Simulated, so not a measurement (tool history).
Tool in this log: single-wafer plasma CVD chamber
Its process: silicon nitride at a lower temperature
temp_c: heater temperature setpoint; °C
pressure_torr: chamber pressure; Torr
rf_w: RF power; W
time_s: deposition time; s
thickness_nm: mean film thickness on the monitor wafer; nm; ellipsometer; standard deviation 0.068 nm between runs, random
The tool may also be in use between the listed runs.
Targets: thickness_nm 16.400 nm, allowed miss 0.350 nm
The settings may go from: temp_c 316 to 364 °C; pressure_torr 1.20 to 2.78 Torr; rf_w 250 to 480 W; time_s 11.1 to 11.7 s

run,hour,temp_c,pressure_torr,rf_w,time_s,thickness_nm
1,0.0,340,1.99,365,11.7,18.313
2,8.7,340,1.87,360,11.7,17.697
3,11.6,340,1.79,360,11.7,17.485
4,19.3,340,2.05,360,11.7,18.277
5,27.1,340,2.05,360,11.7,18.348
6,35.8,340,1.94,355,11.7,17.881
7,38.2,340,1.85,350,11.7,17.350
8,43.7,340,1.79,350,11.7,17.292
9,47.9,340,1.73,350,11.7,16.951
10,49.0,340,1.70,350,11.7,16.832
11,50.2,340,1.68,350,11.7,16.888
12,59.0,340,1.52,340,11.7,15.897

5 candidate next runs follow, results not yet known. Just one meets every target within its allowed miss. Identify it.
A,67.8,343,1.59,325,11.7,?
B,67.8,344,1.59,320,11.7,?
C,67.8,339,1.93,320,11.1,?
D,67.8,341,1.56,325,11.3,?
E,67.8,324,1.38,375,11.7,?

move,thickness_nm
A,15.743
B,15.585
C,15.872
D,15.106
E,16.338
A: further off than the last run
B: further off than the last run
C: neither nearer nor further off than the last run
D: further off than the last run
E: every result within its allowed miss
The right move is E.
